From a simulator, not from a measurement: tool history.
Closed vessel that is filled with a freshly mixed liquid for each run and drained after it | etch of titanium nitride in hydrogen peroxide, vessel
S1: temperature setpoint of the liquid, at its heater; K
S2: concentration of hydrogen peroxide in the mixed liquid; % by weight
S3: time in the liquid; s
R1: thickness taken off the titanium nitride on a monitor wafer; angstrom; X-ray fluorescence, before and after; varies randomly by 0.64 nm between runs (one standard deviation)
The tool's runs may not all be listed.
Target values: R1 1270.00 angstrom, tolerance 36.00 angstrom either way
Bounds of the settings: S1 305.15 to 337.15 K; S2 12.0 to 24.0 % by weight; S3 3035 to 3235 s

| run | hour | S1 | S2 | S3 | R1 |
|---|---|---|---|---|---|
| 1 | 0.0 | 321.15 | 16.0 | 3035 | 916.74 |
| 2 | 2.6 | 321.15 | 14.5 | 3035 | 892.26 |
| 3 | 6.8 | 321.15 | 18.0 | 3035 | 938.80 |
| 4 | 9.5 | 322.15 | 18.0 | 3035 | 1011.70 |
| 5 | 11.4 | 323.15 | 18.0 | 3035 | 1083.70 |
|  | 15.5 | peroxide flow meter replaced |
| 6 | 15.5 | 323.15 | 18.0 | 3035 | 1062.20 |
| 7 | 22.8 | 324.15 | 18.0 | 3035 | 1132.60 |
| 8 | 30.6 | 324.65 | 18.0 | 3035 | 1188.30 |
| 9 | 33.5 | 325.15 | 18.0 | 3035 | 1231.80 |

Which of these 5 next moves meets every target?
| A | 36.4 | 326.65 | 17.5 | 3095 | ? |
| B | 36.4 | 324.15 | 18.5 | 3100 | ? |
| C | 36.4 | 324.65 | 19.0 | 3235 | ? |
| D | 36.4 | 326.15 | 17.5 | 3140 | ? |
| E | 36.4 | 324.15 | 21.5 | 3035 | ? |

| move | R1 |
|---|---|
| A | 1382.30 |
| B | 1172.40 |
| C | 1275.40 |
| D | 1353.60 |
| E | 1185.40 |
A: carries the result that was furthest off beyond its target, to the other side
B: lands further from the targets than the last run did
C: each result inside its tolerance
D: carries the result that was furthest off beyond its target, to the other side
E: lands further from the targets than the last run did
So the answer is move C, the one that meets all the targets.

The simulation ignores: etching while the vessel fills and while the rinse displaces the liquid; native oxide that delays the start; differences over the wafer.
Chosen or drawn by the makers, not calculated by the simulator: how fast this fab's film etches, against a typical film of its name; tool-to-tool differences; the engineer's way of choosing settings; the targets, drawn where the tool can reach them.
